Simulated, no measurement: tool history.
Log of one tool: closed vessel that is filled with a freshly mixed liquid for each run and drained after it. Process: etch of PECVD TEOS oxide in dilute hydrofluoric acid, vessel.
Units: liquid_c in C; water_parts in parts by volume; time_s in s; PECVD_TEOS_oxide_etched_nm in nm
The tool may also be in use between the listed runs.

| run | hour | liquid_c | water_parts | time_s | PECVD_TEOS_oxide_etched_nm |
|---|---|---|---|---|---|
| 1 | 0 | 25 | 95 | 105 | 22.044 |
| 2 | 5.5 | 25 | 60 | 105 | 36.542 |
| 3 | 9.3 | 22.5 | 75 | 105 | 25.65 |
| 4 | 15.3 | 22.5 | 75 | 110 | 26.89 |
| 5 | 23.8 | 20.5 | 80 | 110 | 23.227 |
| 6 | 28.4 | 20.5 | 100 | 110 | 18.208 |
| 7 | 33.2 | 19.5 | 100 | 110 | 17.686 |
| 8 | 41.5 | 18.5 | 100 | 110 | 16.775 |

The next listed run, before its measurement:
| 9 | 48.3 | 18 | 100 | 110 | ? |

{"run 9": {"PECVD_TEOS_oxide_etched_nm": 16.393}}
